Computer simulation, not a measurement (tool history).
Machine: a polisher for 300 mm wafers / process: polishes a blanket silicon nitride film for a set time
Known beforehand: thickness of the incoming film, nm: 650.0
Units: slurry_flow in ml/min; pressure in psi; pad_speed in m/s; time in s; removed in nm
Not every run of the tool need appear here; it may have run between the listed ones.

| run | hour | slurry_flow | pressure | pad_speed | time | removed |
|---|---|---|---|---|---|---|
| 1 | 0.0 | 185 | 2.7 | 0.86 | 102 | 121.050 |
| 2 | 1.6 | 155 | 2.7 | 0.86 | 102 | 119.510 |
| 3 | 10.6 | 155 | 2.5 | 0.86 | 102 | 112.770 |
| 4 | 19.5 | 155 | 2.3 | 0.86 | 102 | 103.920 |
| 5 | 22.1 | 155 | 2.3 | 1.04 | 102 | 114.310 |
| 6 | 29.2 | 155 | 2.2 | 1.04 | 102 | 107.470 |
| 7 | 35.6 | 155 | 2.1 | 1.04 | 102 | 104.600 |
| 8 | 38.0 | 155 | 2.0 | 1.04 | 102 | 103.060 |

Estimate the outcome of run 9 from the log above:
| 9 | 40.4 | 155 | 1.9 | 1.02 | 102 | ? |

Run 9 produced removed 96.064 nm.
